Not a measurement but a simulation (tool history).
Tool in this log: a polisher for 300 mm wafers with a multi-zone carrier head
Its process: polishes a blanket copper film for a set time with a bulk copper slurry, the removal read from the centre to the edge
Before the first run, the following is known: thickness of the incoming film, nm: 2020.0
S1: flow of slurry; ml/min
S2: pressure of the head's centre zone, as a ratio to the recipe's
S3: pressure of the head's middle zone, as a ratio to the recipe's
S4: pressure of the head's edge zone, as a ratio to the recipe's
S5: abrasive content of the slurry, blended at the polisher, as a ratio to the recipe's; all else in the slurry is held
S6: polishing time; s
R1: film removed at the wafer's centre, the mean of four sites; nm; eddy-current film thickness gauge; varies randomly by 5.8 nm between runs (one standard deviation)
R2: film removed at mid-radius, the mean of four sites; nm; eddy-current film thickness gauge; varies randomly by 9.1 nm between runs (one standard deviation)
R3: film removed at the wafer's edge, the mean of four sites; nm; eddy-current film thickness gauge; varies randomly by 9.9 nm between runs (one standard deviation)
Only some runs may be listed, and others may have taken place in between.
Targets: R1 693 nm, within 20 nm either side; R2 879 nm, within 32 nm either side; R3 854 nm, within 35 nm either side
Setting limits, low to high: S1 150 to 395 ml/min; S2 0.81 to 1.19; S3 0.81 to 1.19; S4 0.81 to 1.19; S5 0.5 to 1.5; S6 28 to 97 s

Run 1, hour 0: S1 250 ml/min, S2 1, S3 1, S4 1, S5 1, S6 62 s. Result: R1 685.45 nm, R2 697.5 nm, R3 705.4 nm.
Run 2, hour 3.9: S1 255 ml/min, S2 0.99, S3 1.02, S4 1.02, S5 1.05, S6 62 s. Result: R1 699.44 nm, R2 689.53 nm, R3 739.96 nm.
Run 3, hour 9.2: S1 255 ml/min, S2 0.99, S3 0.98, S4 1.02, S5 1.05, S6 62 s. Result: R1 697.28 nm, R2 702.38 nm, R3 735.44 nm.
Run 4, hour 14.6: S1 240 ml/min, S2 0.96, S3 0.99, S4 1, S5 1.1, S6 64 s. Result: R1 706.86 nm, R2 731.44 nm, R3 733.57 nm.
Run 5, hour 17.4: S1 240 ml/min, S2 1.04, S3 0.99, S4 1, S5 1.1, S6 64 s. Result: R1 763.21 nm, R2 717.79 nm, R3 759.46 nm.
Run 6, hour 25.7: S1 240 ml/min, S2 1.04, S3 0.99, S4 1.05, S5 1.1, S6 64 s. Result: R1 758.71 nm, R2 716.65 nm, R3 771.94 nm.
Run 7, hour 31: S1 235 ml/min, S2 1.01, S3 1.02, S4 1.05, S5 1.1, S6 65 s. Result: R1 747.48 nm, R2 743.73 nm, R3 771.62 nm.
Run 8, hour 32.6: S1 235 ml/min, S2 0.98, S3 1.03, S4 1.07, S5 1.15, S6 66 s. Result: R1 743.78 nm, R2 771.42 nm, R3 808.77 nm.
Run 9, hour 39.4: S1 230 ml/min, S2 0.96, S3 1.04, S4 1.07, S5 1.2, S6 66 s. Result: R1 737.7 nm, R2 782.81 nm, R3 813.8 nm.
Run 10, hour 44.3: S1 225 ml/min, S2 0.94, S3 1.05, S4 1.07, S5 1.25, S6 66 s. Result: R1 726.42 nm, R2 793.91 nm, R3 829.18 nm.
Run 11, hour 50.8: S1 225 ml/min, S2 0.93, S3 1.07, S4 1.07, S5 1.25, S6 66 s. Result: R1 712.78 nm, R2 804.7 nm, R3 827.75 nm.
Run 12, hour 56.3: S1 225 ml/min, S2 0.92, S3 1.08, S4 1.07, S5 1.25, S6 66 s. Result: R1 714.88 nm, R2 805.45 nm, R3 827.25 nm.
Run 13, hour 60.9: S1 225 ml/min, S2 0.91, S3 1.09, S4 1.07, S5 1.25, S6 66 s. Result: R1 706.17 nm, R2 831.83 nm, R3 812.94 nm.
Run 14, hour 64.8: S1 225 ml/min, S2 0.9, S3 1.1, S4 1.08, S5 1.25, S6 66 s. Result: R1 689.92 nm, R2 812.48 nm, R3 812.61 nm.

5 next moves are on the table. One of them brings every result within its allowed miss. Which?
Run A, hour 68.7: S1 185 ml/min, S2 0.89, S3 1, S4 1.19, S5 1.5, S6 63 s. Result: R1 ?, R2 ?, R3 ?.
Run B, hour 68.7: S1 290 ml/min, S2 0.86, S3 0.89, S4 1.13, S5 1.4, S6 63 s. Result: R1 ?, R2 ?, R3 ?.
Run C, hour 68.7: S1 170 ml/min, S2 0.88, S3 1.19, S4 1.09, S5 1.05, S6 72 s. Result: R1 ?, R2 ?, R3 ?.
Run D, hour 68.7: S1 325 ml/min, S2 0.98, S3 0.98, S4 1.17, S5 1.25, S6 60 s. Result: R1 ?, R2 ?, R3 ?.
Run E, hour 68.7: S1 260 ml/min, S2 0.86, S3 1.19, S4 1.07, S5 1.4, S6 63 s. Result: R1 ?, R2 ?, R3 ?.

move      R1      R2      R3
   A  671.65  752.28  850.84
   B  664.84   714.6   838.8
   C  692.37  879.03  847.93
   D  710.13  708.67  796.19
   E  659.64  853.63   808.3
A: lands further from the targets than the last run did
B: lands further from the targets than the last run did
C: meets every target
D: lands further from the targets than the last run did
E: the worst result of the last run now meets its target, but another is out of spec
C is the move that brings every result within its allowed miss.
